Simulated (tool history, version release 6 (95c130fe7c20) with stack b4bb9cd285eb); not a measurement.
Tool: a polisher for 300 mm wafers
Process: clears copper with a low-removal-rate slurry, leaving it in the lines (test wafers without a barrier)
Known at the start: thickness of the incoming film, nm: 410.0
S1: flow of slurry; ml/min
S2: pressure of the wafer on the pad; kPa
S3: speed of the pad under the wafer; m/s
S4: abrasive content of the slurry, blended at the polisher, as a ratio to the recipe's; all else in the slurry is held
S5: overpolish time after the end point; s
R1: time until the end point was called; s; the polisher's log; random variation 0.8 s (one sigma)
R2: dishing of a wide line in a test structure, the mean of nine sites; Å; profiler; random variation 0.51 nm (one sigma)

run,hour,S1,S2,S3,S4,S5,R1,R2
1,0,220,28.3,0.88,1,13,106.01,297.35
2,8.3,220,34.5,0.88,1,13,88.993,344.33
3,14.3,220,32.4,0.88,1,13,93.467,343.13
4,16.3,220,32.4,0.88,0.9,13,97.137,314.28
# hour 22.3: slurry blender recalibrated
5,22.3,220,33.8,0.9,0.85,12,87.647,336.77
6,26,225,35.2,0.9,0.95,11,81.885,316.49
7,26.6,230,35.9,0.9,0.95,10,79.796,298.17
8,28.2,235,36.5,0.9,0.95,9,76.798,275.81
9,31.8,240,37.2,0.9,0.95,8,75.986,253.72

The next listed run, before its measurement:
10,38.4,240,37.9,0.9,0.95,8,?,?

R1: 75.624 s
R2: 257.21 Å
